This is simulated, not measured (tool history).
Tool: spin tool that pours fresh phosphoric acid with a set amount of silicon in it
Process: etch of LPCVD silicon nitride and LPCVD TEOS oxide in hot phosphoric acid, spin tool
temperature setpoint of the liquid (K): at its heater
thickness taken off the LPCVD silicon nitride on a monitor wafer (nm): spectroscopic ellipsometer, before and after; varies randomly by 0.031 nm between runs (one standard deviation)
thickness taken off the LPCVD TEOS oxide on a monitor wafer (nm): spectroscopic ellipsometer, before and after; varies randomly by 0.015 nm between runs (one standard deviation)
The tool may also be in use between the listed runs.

run	hour	temperature setpoint of the liquid (K)	silicon dissolved in the acid as it is poured (mg a litre)	time under the liquid (s)	thickness taken off the LPCVD silicon nitride on a monitor wafer (nm)	thickness taken off the LPCVD TEOS oxide on a monitor wafer (nm)
1	0	436.15	28	45	4.1712	0.020287
2	7.5	436.65	28	45	4.2552	0.10334
3	14.8	436.65	28	60	5.6287	0.064608
4	17.3	436.15	26	60	5.57	0.087459
5	19.4	435.65	26	60	5.4867	0.027596
6	24.7	435.65	24.5	60	5.4518	0.044072
7	26.2	433.15	28	60	5.011	0.09055
8	34.9	433.15	28.5	60	5.0258	0.099412
9	37.5	433.15	27.5	60	5.0521	0.14189
10	41.5	433.15	31	60	5.1045	0.085576
11	44.4	433.15	31	60	5.0839	0.008687

Predict the results of run 12:
12	50.7	433.15	30.5	60	?	?

Run 12 came out at thickness taken off the LPCVD silicon nitride on a monitor wafer (nm) 5.0161, thickness taken off the LPCVD TEOS oxide on a monitor wafer (nm) 0.080231.
